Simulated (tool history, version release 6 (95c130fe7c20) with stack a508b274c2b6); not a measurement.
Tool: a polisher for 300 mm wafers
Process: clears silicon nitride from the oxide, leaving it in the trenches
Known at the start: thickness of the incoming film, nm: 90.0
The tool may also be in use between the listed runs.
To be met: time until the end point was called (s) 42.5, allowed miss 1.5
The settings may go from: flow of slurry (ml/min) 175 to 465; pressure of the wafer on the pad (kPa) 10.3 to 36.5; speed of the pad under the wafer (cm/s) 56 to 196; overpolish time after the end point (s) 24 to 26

run    day  flow of slurry (ml/min)  pressure of the wafer on the pad (kPa)  speed of the pad under the wafer (cm/s)  overpolish time after the end point (s)  time until the end point was called (s)
  1      0                      295                                    23.4                                      126                                       24                                   67.535
  2  0.175                      295                                    18.6                                      126                                       24                                   83.972
  3  0.362                      295                                    14.5                                      126                                       24                                   107.21
  4  0.525                      295                                    17.9                                      126                                       24                                   86.526
  5  0.612                      295                                    20.7                                      126                                       24                                   75.816
  6  0.638                      295                                    20.7                                      126                                       26                                   75.885
  7  0.908                      295                                    27.6                                      130                                       26                                   55.147
  8  1.117                      295                                      29                                      130                                       26                                   52.881
  9  1.175                      295                                    29.6                                      130                                       26                                   52.808

Which of these 4 next moves meets every target?
  A  1.233                      260                                    33.1                                      130                                       26                                        ?
  B  1.233                      295                                    24.1                                      116                                       26                                        ?
  C  1.233                      290                                    26.2                                      110                                       25                                        ?
  D  1.233                      205                                    32.4                                      156                                       26                                        ?

move  time until the end point was called (s)
   A                                   47.405
   B                                    69.84
   C                                   67.407
   D                                   42.874
A: nearer than the last run, and not there yet
B: further off than the last run
C: further off than the last run
D: meets every target
Move D is the one to make.
